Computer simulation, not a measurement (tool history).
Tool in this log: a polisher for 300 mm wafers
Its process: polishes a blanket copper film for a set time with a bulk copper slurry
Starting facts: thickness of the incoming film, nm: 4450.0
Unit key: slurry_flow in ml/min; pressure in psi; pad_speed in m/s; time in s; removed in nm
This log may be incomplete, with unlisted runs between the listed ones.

Run 1, hour 0: slurry_flow 280 ml/min, pressure 3.4 psi, pad_speed 1.02 m/s, slurry_solids 1, time 47 s. Result: removed 421.33 nm.
Run 2, hour 6.9: slurry_flow 280 ml/min, pressure 3.4 psi, pad_speed 1.02 m/s, slurry_solids 1.15, time 47 s. Result: removed 421.08 nm.
Run 3, hour 10.1: slurry_flow 280 ml/min, pressure 3 psi, pad_speed 1 m/s, slurry_solids 1.15, time 47 s. Result: removed 369.85 nm.
Run 4, hour 11.9: slurry_flow 280 ml/min, pressure 3 psi, pad_speed 1 m/s, slurry_solids 1.3, time 47 s. Result: removed 391.04 nm.
Run 5, hour 19.9: slurry_flow 280 ml/min, pressure 2.6 psi, pad_speed 1 m/s, slurry_solids 1.3, time 47 s. Result: removed 323.78 nm.
Run 6, hour 21.6: slurry_flow 280 ml/min, pressure 2.6 psi, pad_speed 1 m/s, slurry_solids 1.3, time 47 s. Result: removed 334.33 nm.

What will run 7 give?
Run 7, hour 22.4: slurry_flow 280 ml/min, pressure 2.4 psi, pad_speed 1 m/s, slurry_solids 1.3, time 47 s. Result: removed ?.

Run 7 came out at removed 308.7 nm.

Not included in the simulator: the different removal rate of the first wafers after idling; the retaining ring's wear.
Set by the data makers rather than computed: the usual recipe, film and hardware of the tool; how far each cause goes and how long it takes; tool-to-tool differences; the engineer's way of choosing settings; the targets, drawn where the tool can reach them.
